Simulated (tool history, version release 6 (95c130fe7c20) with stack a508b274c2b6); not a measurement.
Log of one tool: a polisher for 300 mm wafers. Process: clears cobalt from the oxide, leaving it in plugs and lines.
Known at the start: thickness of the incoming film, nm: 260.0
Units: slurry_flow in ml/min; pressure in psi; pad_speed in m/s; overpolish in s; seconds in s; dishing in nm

run	hour	slurry_flow	pressure	pad_speed	overpolish	seconds	dishing
1	0.0	130	2.3	0.84	25	49.480	34.068
2	4.3	130	2.3	0.84	31	49.284	32.756
3	10.4	130	2.2	0.84	33	50.644	33.810
4	13.6	130	2.2	1.02	33	43.398	33.023
# hour 19.1: head pressure recalibrated
5	19.1	145	2.2	1.02	33	37.865	33.806
6	27.2	120	2.2	1.02	33	39.706	34.359
7	29.2	130	2.1	1.00	33	41.385	32.088
8	34.4	130	2.1	0.96	33	44.028	32.236

Forecast run 9:
9	38.0	130	2.1	0.92	33	?	?

{"run 9": {"seconds": 43.64, "dishing": 33.459}}
